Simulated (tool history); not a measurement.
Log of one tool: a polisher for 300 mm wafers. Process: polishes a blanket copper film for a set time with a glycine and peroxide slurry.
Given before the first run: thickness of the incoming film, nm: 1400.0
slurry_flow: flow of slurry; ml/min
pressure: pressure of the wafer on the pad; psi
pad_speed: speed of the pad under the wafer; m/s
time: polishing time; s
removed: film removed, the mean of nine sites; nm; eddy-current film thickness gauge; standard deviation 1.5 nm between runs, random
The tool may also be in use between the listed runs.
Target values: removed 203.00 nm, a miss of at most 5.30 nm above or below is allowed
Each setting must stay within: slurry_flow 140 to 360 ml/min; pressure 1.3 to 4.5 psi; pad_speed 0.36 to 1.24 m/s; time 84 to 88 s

run	hour	slurry_flow	pressure	pad_speed	time	removed
1	0.0	230	2.9	0.80	84	422.46
2	8.2	220	2.4	0.70	84	328.16
3	14.1	215	2.0	0.66	84	275.32
4	16.0	215	2.0	0.50	84	228.99
5	18.8	255	2.0	0.50	84	234.30
6	19.7	250	1.9	0.50	84	225.89
7	25.5	250	1.8	0.50	84	218.14
8	30.0	250	1.7	0.50	84	210.66

Below are 5 possible settings for the next run. Only one of them brings all results inside the allowed miss of their targets. Which is it?
A	34.5	195	1.7	0.50	87	?
B	34.5	340	1.8	0.38	84	?
C	34.5	195	1.4	0.56	88	?
D	34.5	250	1.7	0.38	88	?
E	34.5	265	1.5	0.58	84	?

move	removed
A	213.55
B	194.44
C	206.12
D	191.76
E	217.56
A: the biggest miss grows against the last run
B: pushes the last run's worst result past its target
C: each result inside its tolerance
D: pushes the last run's worst result past its target
E: the biggest miss grows against the last run
Go with C: it meets all targets.
